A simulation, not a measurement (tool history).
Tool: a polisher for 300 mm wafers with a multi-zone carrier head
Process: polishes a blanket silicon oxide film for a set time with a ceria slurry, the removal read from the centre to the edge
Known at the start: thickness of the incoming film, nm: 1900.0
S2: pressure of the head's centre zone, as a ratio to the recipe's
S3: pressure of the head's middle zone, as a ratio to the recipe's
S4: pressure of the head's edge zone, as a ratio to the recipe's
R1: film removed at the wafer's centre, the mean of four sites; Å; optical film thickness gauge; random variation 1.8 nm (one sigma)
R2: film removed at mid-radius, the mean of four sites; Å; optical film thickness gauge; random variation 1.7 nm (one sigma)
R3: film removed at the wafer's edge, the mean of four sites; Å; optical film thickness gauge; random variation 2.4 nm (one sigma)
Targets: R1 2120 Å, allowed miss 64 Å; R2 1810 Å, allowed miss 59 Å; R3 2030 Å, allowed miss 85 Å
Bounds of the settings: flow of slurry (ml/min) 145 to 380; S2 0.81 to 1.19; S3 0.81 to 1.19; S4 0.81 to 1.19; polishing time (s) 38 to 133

run 1 day=0 | flow_of_slurry_(ml/min)=245 S2=1 S3=1 S4=1 polishing_time_(s)=85 | R1=2483.2 R2=2436.2 R3=2440.4
run 2 day=0.175 | flow_of_slurry_(ml/min)=240 S2=1 S3=0.96 S4=0.98 polishing_time_(s)=82 | R1=2399.4 R2=2272.5 R3=2328.7
run 3 day=0.325 | flow_of_slurry_(ml/min)=240 S2=1 S3=0.96 S4=0.98 polishing_time_(s)=89 | R1=2571.7 R2=2502.4 R3=2530.6
run 4 day=0.554 | flow_of_slurry_(ml/min)=240 S2=1 S3=0.96 S4=0.94 polishing_time_(s)=89 | R1=2585.8 R2=2482.1 R3=2508.3
run 5 day=0.733 | flow_of_slurry_(ml/min)=185 S2=1 S3=0.96 S4=0.94 polishing_time_(s)=89 | R1=2448 R2=2417.1 R3=2438.4
run 6 day=0.996 | flow_of_slurry_(ml/min)=185 S2=0.94 S3=0.96 S4=0.94 polishing_time_(s)=89 | R1=2352.3 R2=2382.9 R3=2370.4
run 7 day=1.167 | flow_of_slurry_(ml/min)=195 S2=0.95 S3=0.93 S4=0.93 polishing_time_(s)=85 | R1=2304.6 R2=2237 R3=2292
run 8 day=1.233 | flow_of_slurry_(ml/min)=200 S2=0.95 S3=0.9 S4=0.92 polishing_time_(s)=82 | R1=2200.5 R2=2111.8 R3=2192.3
run 9 day=1.254 | flow_of_slurry_(ml/min)=170 S2=1.01 S3=0.81 S4=0.92 polishing_time_(s)=76 | R1=2033 R2=1752.4 R3=1988.9

Which of these 5 next moves meets every target?
run A day=1.275 | flow_of_slurry_(ml/min)=170 S2=0.88 S3=0.82 S4=0.91 polishing_time_(s)=73 | R1=? R2=? R3=?
run B day=1.275 | flow_of_slurry_(ml/min)=145 S2=0.92 S3=0.81 S4=0.96 polishing_time_(s)=76 | R1=? R2=? R3=?
run C day=1.275 | flow_of_slurry_(ml/min)=225 S2=1.04 S3=0.84 S4=0.96 polishing_time_(s)=72 | R1=? R2=? R3=?
run D day=1.275 | flow_of_slurry_(ml/min)=175 S2=1.11 S3=0.84 S4=0.85 polishing_time_(s)=73 | R1=? R2=? R3=?
run E day=1.275 | flow_of_slurry_(ml/min)=150 S2=0.95 S3=0.82 S4=1.02 polishing_time_(s)=78 | R1=? R2=? R3=?

move=A R1=1852.5 R2=1681.6 R3=1950.5
move=B R1=1902.2 R2=1672.3 R3=2029.8
move=C R1=2136.4 R2=1773.4 R3=2042.6
move=D R1=2154.2 R2=1723.8 R3=1898.4
move=E R1=2009.5 R2=1747.6 R3=2157.1
A: further off than the last run
B: further off than the last run
C: meets every target
D: brings the result that was furthest off to its target, and leaves another outside
E: further off than the last run
Move C is the one to make.

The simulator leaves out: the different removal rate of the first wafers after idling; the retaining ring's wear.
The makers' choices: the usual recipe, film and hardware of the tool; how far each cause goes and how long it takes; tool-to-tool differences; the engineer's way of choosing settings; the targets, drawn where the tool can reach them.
